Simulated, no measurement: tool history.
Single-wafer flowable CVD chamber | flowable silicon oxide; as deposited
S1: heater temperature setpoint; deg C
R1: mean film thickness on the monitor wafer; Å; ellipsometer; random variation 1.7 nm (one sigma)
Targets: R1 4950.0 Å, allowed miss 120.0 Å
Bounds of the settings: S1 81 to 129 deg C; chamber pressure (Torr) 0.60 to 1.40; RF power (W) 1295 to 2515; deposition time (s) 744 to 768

{"run": 1, "day": 0.0, "S1": 105, "chamber pressure (Torr)": 1.0, "RF power (W)": 1905, "deposition time (s)": 744, "R1": 5982.3}
{"run": 2, "day": 0.262, "S1": 98, "chamber pressure (Torr)": 1.0, "RF power (W)": 1905, "deposition time (s)": 744, "R1": 7490.3}
{"run": 3, "day": 0.621, "S1": 101, "chamber pressure (Torr)": 1.0, "RF power (W)": 1905, "deposition time (s)": 744, "R1": 6805.2}
{"run": 4, "day": 0.958, "S1": 101, "chamber pressure (Torr)": 1.0, "RF power (W)": 1905, "deposition time (s)": 768, "R1": 7020.3}
{"run": 5, "day": 1.046, "S1": 105, "chamber pressure (Torr)": 1.0, "RF power (W)": 1905, "deposition time (s)": 768, "R1": 6154.1}
{"run": 6, "day": 1.171, "S1": 107, "chamber pressure (Torr)": 1.0, "RF power (W)": 1905, "deposition time (s)": 768, "R1": 5831.5}
{"run": 7, "day": 1.317, "S1": 108, "chamber pressure (Torr)": 1.0, "RF power (W)": 1905, "deposition time (s)": 768, "R1": 5610.8}
{"run": 8, "day": 1.367, "S1": 109, "chamber pressure (Torr)": 1.0, "RF power (W)": 1905, "deposition time (s)": 768, "R1": 5422.3}
{"run": 9, "day": 1.621, "S1": 110, "chamber pressure (Torr)": 1.0, "RF power (W)": 1905, "deposition time (s)": 768, "R1": 5252.8}
{"day": 1.888, "done": "thermocouple changed; heater temperature recalibrated"}
{"run": 10, "day": 1.888, "S1": 111, "chamber pressure (Torr)": 1.0, "RF power (W)": 1905, "deposition time (s)": 768, "R1": 4671.7}

5 next moves are on the table. One of them brings every result within its allowed miss. Which?
{"run": "A", "day": 2.154, "S1": 96, "chamber pressure (Torr)": 0.68, "RF power (W)": 1720, "deposition time (s)": 744, "R1": "?"}
{"run": "B", "day": 2.154, "S1": 108, "chamber pressure (Torr)": 0.88, "RF power (W)": 1900, "deposition time (s)": 768, "R1": "?"}
{"run": "C", "day": 2.154, "S1": 116, "chamber pressure (Torr)": 1.03, "RF power (W)": 2510, "deposition time (s)": 768, "R1": "?"}
{"run": "D", "day": 2.154, "S1": 113, "chamber pressure (Torr)": 1.03, "RF power (W)": 1985, "deposition time (s)": 746, "R1": "?"}
{"run": "E", "day": 2.154, "S1": 107, "chamber pressure (Torr)": 0.89, "RF power (W)": 1645, "deposition time (s)": 744, "R1": "?"}

move=A R1=4888.7
move=B R1=4512.4
move=C R1=4303.9
move=D R1=4411.9
move=E R1=4418.6
A: meets every target
B: further off than the last run
C: further off than the last run
D: further off than the last run
E: further off than the last run
The right move is A.
